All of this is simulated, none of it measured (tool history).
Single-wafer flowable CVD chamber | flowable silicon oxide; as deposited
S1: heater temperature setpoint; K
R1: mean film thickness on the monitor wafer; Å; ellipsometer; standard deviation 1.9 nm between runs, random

Run 1, hour 0: S1 378.15 K, chamber pressure (mTorr) 722, RF power (kW) 2.515, deposition time (s) 1135. Result: R1 4792 Å.
Run 2, hour 6.8: S1 378.15 K, chamber pressure (mTorr) 829, RF power (kW) 2.515, deposition time (s) 1135. Result: R1 5469.7 Å.
Run 3, hour 8.3: S1 387.15 K, chamber pressure (mTorr) 829, RF power (kW) 2.515, deposition time (s) 1135. Result: R1 4265.8 Å.
Run 4, hour 16.5: S1 387.15 K, chamber pressure (mTorr) 829, RF power (kW) 2.515, deposition time (s) 1135. Result: R1 4188.2 Å.
Run 5, hour 18.9: S1 388.15 K, chamber pressure (mTorr) 829, RF power (kW) 2.515, deposition time (s) 1135. Result: R1 4108.5 Å.
At hour 25.8: capacitance manometer re-zeroed and calibrated.
Run 6, hour 25.8: S1 379.15 K, chamber pressure (mTorr) 829, RF power (kW) 2.515, deposition time (s) 1135. Result: R1 4936.2 Å.
Run 7, hour 33.9: S1 381.15 K, chamber pressure (mTorr) 828, RF power (kW) 2.515, deposition time (s) 1135. Result: R1 4680.9 Å.

Run 8 is up next; what results do you expect?
Run 8, hour 41: S1 381.15 K, chamber pressure (mTorr) 828, RF power (kW) 2.515, deposition time (s) 1135. Result: R1 ?.

{"run 8": {"R1": 4742.2}}
